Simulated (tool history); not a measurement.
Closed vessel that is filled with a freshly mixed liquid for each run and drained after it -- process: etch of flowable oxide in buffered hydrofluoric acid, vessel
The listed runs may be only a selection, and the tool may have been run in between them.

| run | hour | temperature setpoint of the liquid (K) | parts of 40 % ammonium fluoride to one part of 49 % hydrofluoric acid (parts by volume) | time in the liquid (s) | thickness taken off the flowable oxide on a monitor wafer (angstrom) |
|---|---|---|---|---|---|
| 1 | 0.0 | 298.15 | 9.5 | 30 | 1091.2 |
| 2 | 6.0 | 299.65 | 8.5 | 30 | 1324.4 |
| 3 | 12.3 | 299.65 | 11.0 | 30 | 1056.7 |
| 4 | 21.0 | 299.65 | 11.0 | 30 | 1048.8 |
| 5 | 25.4 | 301.15 | 9.5 | 30 | 1326.5 |
| 6 | 27.6 | 301.15 | 9.5 | 30 | 1293.2 |
| 7 | 32.7 | 301.15 | 9.5 | 30 | 1309.2 |

What does the tool deliver on the next run?
|  | 41.1 | thermometer replaced |
| 8 | 41.1 | 305.15 | 6.5 | 30 | ? |

{"run 8": {"thickness taken off the flowable oxide on a monitor wafer (angstrom)": 2585.2}}

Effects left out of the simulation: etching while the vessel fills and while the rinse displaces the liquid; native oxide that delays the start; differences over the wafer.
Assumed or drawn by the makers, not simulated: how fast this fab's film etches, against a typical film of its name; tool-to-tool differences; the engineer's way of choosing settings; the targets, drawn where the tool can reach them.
